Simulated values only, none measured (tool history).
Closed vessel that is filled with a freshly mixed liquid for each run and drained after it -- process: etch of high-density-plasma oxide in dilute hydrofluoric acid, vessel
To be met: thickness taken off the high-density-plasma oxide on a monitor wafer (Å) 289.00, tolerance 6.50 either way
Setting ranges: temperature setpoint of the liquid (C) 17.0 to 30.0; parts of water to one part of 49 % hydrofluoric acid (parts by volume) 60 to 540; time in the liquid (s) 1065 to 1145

run,hour,temperature setpoint of the liquid (C),parts of water to one part of 49 % hydrofluoric acid (parts by volume),time in the liquid (s),thickness taken off the high-density-plasma oxide on a monitor wafer (Å)
1,0.0,22.0,300,1065,216.85
2,6.5,25.5,300,1065,242.17
3,12.5,25.5,385,1065,175.94
4,15.4,29.0,385,1065,197.84
5,19.4,29.0,485,1065,141.44
6,24.1,29.0,465,1065,150.58
7,29.9,29.0,445,1065,159.43
8,38.8,29.0,430,1065,168.65
9,44.5,29.0,415,1065,178.74
10,47.9,29.0,400,1065,186.34
11,53.7,29.0,385,1065,198.42
12,54.8,30.0,290,1065,299.18

Pick the move, out of 5, that brings all results within their allowed miss; only one does.
A,55.9,30.0,280,1065,?
B,55.9,30.0,295,1145,?
C,55.9,30.0,295,1120,?
D,55.9,29.0,280,1065,?
E,55.9,29.5,310,1145,?

move,thickness taken off the high-density-plasma oxide on a monitor wafer (Å)
A,313.67
B,314.79
C,307.92
D,303.54
E,289.98
A: further off than the last run
B: further off than the last run
C: further off than the last run
D: further off than the last run
E: meets every target
The move that meets every target is E.

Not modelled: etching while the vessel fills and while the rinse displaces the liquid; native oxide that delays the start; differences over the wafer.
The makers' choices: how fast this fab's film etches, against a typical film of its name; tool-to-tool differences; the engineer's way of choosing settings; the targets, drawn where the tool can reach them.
